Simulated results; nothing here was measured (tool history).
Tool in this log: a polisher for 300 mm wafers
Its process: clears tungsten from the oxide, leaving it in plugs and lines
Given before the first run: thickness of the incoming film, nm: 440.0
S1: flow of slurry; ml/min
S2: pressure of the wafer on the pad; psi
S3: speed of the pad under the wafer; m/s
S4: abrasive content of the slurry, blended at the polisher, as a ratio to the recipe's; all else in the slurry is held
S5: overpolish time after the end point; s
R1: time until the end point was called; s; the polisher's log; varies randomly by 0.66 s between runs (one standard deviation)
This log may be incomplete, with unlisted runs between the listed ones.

run	day	S1	S2	S3	S4	S5	R1
1	0.000	160	4.8	1.32	1.00	27	71.459
2	0.062	160	5.3	1.34	1.00	27	64.629
3	0.158	160	5.3	1.34	1.00	29	64.893
4	0.392	160	5.3	1.34	1.15	29	61.794
5	0.612	160	4.9	1.34	1.15	29	65.545
# day 0.938: worn pad replaced by a new one
6	0.938	140	4.9	1.34	1.15	29	64.123
7	1.242	140	5.4	1.36	1.15	29	57.148
8	1.583	140	5.7	1.36	1.15	29	55.794

Run 9 comes next. What will it give?
9	1.862	140	6.0	1.38	1.15	29	?

{"run 9": {"R1": 50.318}}
